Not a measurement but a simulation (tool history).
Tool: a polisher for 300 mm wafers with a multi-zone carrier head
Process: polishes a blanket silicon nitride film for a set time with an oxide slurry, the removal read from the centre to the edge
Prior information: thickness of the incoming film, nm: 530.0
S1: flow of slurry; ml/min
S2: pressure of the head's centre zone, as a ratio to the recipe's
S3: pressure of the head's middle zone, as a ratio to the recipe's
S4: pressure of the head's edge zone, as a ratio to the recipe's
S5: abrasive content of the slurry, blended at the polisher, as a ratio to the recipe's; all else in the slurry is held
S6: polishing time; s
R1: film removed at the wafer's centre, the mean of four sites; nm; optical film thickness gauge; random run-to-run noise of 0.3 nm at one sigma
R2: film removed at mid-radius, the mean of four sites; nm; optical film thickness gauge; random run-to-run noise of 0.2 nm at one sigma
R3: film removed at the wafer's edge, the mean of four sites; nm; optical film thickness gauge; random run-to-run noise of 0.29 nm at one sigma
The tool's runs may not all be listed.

run	hour	S1	S2	S3	S4	S5	S6	R1	R2	R3
1	0	305	1	1	1	1	81	50.85	49.599	51.315
2	6.4	305	0.97	1.01	0.97	0.9	73	43.534	44.299	42.551
3	9.3	295	0.94	1	0.99	0.8	67	35.512	36.943	38.751
4	10.9	230	0.94	1	0.99	0.8	67	35.464	36.354	37.604
5	12.8	230	0.94	1.04	0.99	0.8	67	35.044	37.994	37.267
6	14.4	230	0.89	1.04	0.99	0.8	67	32.653	38.121	37.977
7	22.8	245	0.89	1.06	0.89	0.55	45	19.037	22.311	20.574
8	25.3	250	0.9	1.08	0.92	0.55	45	19.841	22.713	21.101
9	31.5	250	0.9	1.1	0.94	0.55	45	19.392	22.876	21.022

What will run 10 give?
10	38.8	250	0.91	1.11	0.96	0.6	45	?	?	?

Run 10 produced R1 20.187 nm, R2 24.141 nm, R3 22.163 nm.
